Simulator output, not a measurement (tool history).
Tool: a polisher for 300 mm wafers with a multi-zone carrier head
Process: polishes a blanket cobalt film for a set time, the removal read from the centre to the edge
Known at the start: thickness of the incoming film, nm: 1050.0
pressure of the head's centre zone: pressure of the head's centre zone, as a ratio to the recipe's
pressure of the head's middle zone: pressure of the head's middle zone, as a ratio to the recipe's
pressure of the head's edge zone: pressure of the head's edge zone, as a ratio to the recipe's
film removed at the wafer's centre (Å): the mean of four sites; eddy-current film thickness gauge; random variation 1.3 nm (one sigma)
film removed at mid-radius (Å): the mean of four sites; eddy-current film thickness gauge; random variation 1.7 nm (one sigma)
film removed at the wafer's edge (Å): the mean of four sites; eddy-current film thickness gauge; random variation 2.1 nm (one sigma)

run	hour	flow of slurry (ml/min)	pressure of the head's centre zone	pressure of the head's middle zone	pressure of the head's edge zone	polishing time (s)	film removed at the wafer's centre (Å)	film removed at mid-radius (Å)	film removed at the wafer's edge (Å)
1	0.0	250	1.00	1.00	1.00	39	1514.4	1528.7	1493.1
2	7.1	245	0.97	0.98	1.05	40	1545.4	1563.8	1605.1
3	14.3	245	0.97	0.98	1.05	49	1849.7	1943.8	1972.1
4	23.0	245	0.97	1.03	1.05	49	1864.7	2011.5	1901.2
5	30.7	245	0.97	1.11	1.05	49	1871.9	2112.3	1939.4
6	39.4	245	0.97	1.11	1.10	49	1859.1	2118.1	2003.1
7	47.0	235	0.95	1.03	1.10	47	1738.8	1900.9	1939.1
8	50.7	225	0.93	0.98	1.08	45	1648.1	1722.6	1815.8
# hour 52.3: worn pad replaced by a new one
9	52.3	215	0.90	0.96	1.08	44	1748.3	1870.3	1961.4

Run 10 comes next. What will it give?
10	58.5	235	0.92	0.97	1.12	43	?	?	?

Run 10 gave film removed at the wafer's centre (Å) 1737.7, film removed at mid-radius (Å) 1845.0, film removed at the wafer's edge (Å) 1944.7.

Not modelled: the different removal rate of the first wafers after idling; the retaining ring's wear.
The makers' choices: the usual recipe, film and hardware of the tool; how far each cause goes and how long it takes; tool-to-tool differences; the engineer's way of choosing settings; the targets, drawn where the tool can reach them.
